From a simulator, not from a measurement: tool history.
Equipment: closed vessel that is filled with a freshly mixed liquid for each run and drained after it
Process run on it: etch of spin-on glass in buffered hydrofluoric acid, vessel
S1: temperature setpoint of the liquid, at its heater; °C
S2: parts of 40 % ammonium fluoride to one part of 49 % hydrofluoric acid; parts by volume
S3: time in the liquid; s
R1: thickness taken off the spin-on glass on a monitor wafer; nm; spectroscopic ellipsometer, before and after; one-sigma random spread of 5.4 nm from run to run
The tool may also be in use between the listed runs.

run	hour	S1	S2	S3	R1
1	0.0	24.0	11.5	90	267.29
2	8.6	24.0	8.5	90	348.15
3	9.8	26.0	8.0	90	415.36
4	16.4	26.0	8.0	90	411.09
5	20.6	26.0	6.0	90	544.65
6	29.2	26.5	6.0	90	567.40
7	36.4	27.0	6.0	90	588.83
# hour 45.6: thermometer replaced
8	45.6	27.5	6.0	90	542.65
9	51.5	28.5	6.0	90	574.38

Run 10 has not been measured yet. What should we expect?
10	55.6	29.0	6.0	90	?

R1: 589.82 nm

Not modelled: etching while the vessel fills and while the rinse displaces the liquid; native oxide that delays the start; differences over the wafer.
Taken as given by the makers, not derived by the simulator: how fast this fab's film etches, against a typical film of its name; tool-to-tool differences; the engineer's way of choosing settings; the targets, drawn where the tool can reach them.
